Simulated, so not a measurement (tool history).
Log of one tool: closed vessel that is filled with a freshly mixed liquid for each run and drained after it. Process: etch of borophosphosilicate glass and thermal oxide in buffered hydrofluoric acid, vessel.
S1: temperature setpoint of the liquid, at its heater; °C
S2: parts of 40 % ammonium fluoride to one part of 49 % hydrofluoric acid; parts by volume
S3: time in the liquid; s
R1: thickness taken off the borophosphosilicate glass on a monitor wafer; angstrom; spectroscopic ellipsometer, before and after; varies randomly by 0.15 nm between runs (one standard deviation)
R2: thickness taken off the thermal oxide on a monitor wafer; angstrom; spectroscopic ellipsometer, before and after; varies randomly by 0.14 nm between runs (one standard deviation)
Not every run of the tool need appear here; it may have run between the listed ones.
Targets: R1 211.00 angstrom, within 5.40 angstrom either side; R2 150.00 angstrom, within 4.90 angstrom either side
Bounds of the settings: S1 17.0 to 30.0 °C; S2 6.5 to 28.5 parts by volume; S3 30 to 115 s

run    day    S1    S2  S3      R1      R2
  1  0.000  22.0  17.5  60  512.23  369.55
  2  0.200  18.5  17.5  60  422.56  300.59
  3  0.417  18.5  17.5  75  524.89  376.02
  4  0.629  18.5  14.0  75  658.88  461.92
  5  0.871  18.5  14.0  95  833.53  593.54
  6  1.050  17.0  14.0  95  758.84  543.43
  7  1.192  17.0  16.0  90  645.88  457.19
  8  1.225  17.0  17.5  85  545.98  388.04
  9  1.333  17.0  23.0  60  312.60  222.22
 10  1.517  17.0  28.5  45  198.24  141.79
 11  1.821  18.5  28.5  45  215.80  157.86

Which single option among these 4 for the next run brings every result within its allowed miss of target? Just one does.
  A  2.125  17.0  28.0  50   ?   ?
  B  2.125  17.5  25.0  40   ?   ?
  C  2.125  18.5  25.0  40   ?   ?
  D  2.125  26.5  28.5  30   ?   ?

move      R1      R2
   A  223.44  162.12
   B  198.97  144.37
   C  210.50  152.84
   D  223.75  163.21
A: lands further from the targets than the last run did
B: takes the result that was furthest off past its target
C: every result within its allowed miss
D: lands further from the targets than the last run did
C is the move that brings every result within its allowed miss.
